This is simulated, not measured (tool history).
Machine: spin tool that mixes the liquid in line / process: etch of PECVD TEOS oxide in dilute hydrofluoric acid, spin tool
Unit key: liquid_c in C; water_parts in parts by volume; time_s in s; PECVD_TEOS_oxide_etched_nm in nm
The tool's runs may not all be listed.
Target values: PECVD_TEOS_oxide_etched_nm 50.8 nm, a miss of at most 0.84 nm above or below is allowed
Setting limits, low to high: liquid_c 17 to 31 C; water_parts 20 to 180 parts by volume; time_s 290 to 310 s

| run | day | liquid_c | water_parts | time_s | PECVD_TEOS_oxide_etched_nm |
|---|---|---|---|---|---|
| 1 | 0 | 23 | 100 | 290 | 42.597 |
| 2 | 0.196 | 23.5 | 100 | 290 | 43.327 |
| 3 | 0.533 | 24 | 100 | 290 | 44.312 |
| 4 | 0.9 | 24.5 | 100 | 290 | 45.344 |
| 5 | 1.029 | 24.5 | 115 | 290 | 38.627 |
| 6 | 1.371 | 27.5 | 115 | 290 | 43.45 |
| 7 | 1.608 | 28 | 115 | 290 | 43.571 |
| 8 | 1.912 | 28.5 | 115 | 290 | 45.051 |
| 9 | 1.979 | 29 | 115 | 290 | 46.101 |
| 10 | 2.179 | 30 | 115 | 290 | 47.505 |

Exactly one of the 5 candidate moves below puts every result within its allowed miss. Which one?
| A | 2.379 | 31 | 130 | 300 | ? |
| B | 2.379 | 31 | 110 | 295 | ? |
| C | 2.379 | 31 | 115 | 300 | ? |
| D | 2.379 | 29 | 110 | 295 | ? |
| E | 2.379 | 30.5 | 120 | 305 | ? |

| move | PECVD_TEOS_oxide_etched_nm |
|---|---|
| A | 44.323 |
| B | 52.972 |
| C | 51.164 |
| D | 49.177 |
| E | 48.603 |
A: its largest miss is bigger than the last run's
B: moves the result that the last run missed by most past its target, out the other side
C: every result lands within tolerance
D: closer than the last run, but not yet in spec
E: closer than the last run, but not yet in spec
Correct choice: C, which meets every target
